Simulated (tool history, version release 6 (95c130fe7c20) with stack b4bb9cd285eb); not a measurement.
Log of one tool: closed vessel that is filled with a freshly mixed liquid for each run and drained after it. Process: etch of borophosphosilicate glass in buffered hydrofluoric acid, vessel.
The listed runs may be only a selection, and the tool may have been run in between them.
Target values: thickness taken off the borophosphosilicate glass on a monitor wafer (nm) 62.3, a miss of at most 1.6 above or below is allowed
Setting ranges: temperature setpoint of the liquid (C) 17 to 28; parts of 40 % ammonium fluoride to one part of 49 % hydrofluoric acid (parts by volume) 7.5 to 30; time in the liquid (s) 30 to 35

run  hour  temperature setpoint of the liquid (C)  parts of 40 % ammonium fluoride to one part of 49 % hydrofluoric acid (parts by volume)  time in the liquid (s)  thickness taken off the borophosphosilicate glass on a monitor wafer (nm)
  1     0                                      20                                                                                     20.5                      35                                                                     37.233
  2   5.4                                    22.5                                                                                     20.5                      35                                                                      42.47
  3   9.8                                    22.5                                                                                       24                      35                                                                     37.473
  4  17.8                                    23.5                                                                                       23                      35                                                                     40.719
  5  24.1                                    23.5                                                                                       23                      30                                                                     35.277
  6  31.9                                    23.5                                                                                       20                      30                                                                     39.473
     40.5  -- hydrofluoric acid flow meter replaced
  7  40.5                                    24.5                                                                                       18                      30                                                                     42.366
  8    45                                      25                                                                                       16                      30                                                                     49.126
  9  48.4                                    25.5                                                                                     15.5                      30                                                                     52.454
 10  49.2                                      26                                                                                       15                      30                                                                     55.983
 11    55                                    26.5                                                                                       15                      30                                                                     56.347

Below are 4 possible settings for the next run. Only one of them brings all results inside the allowed miss of their targets. Which is it?
  A  60.8                                    24.5                                                                                       13                      30                                                                          ?
  B  60.8                                    25.5                                                                                       14                      30                                                                          ?
  C  60.8                                      26                                                                                     15.5                      35                                                                          ?
  D  60.8                                      26                                                                                     18.5                      35                                                                          ?

move  thickness taken off the borophosphosilicate glass on a monitor wafer (nm)
   A                                                                     59.242
   B                                                                     58.109
   C                                                                     62.984
   D                                                                     52.889
A: closes in on the targets versus the last run, not all within tolerance yet
B: closes in on the targets versus the last run, not all within tolerance yet
C: all results in spec
D: its largest miss is bigger than the last run's
C is the move that brings every result within its allowed miss.

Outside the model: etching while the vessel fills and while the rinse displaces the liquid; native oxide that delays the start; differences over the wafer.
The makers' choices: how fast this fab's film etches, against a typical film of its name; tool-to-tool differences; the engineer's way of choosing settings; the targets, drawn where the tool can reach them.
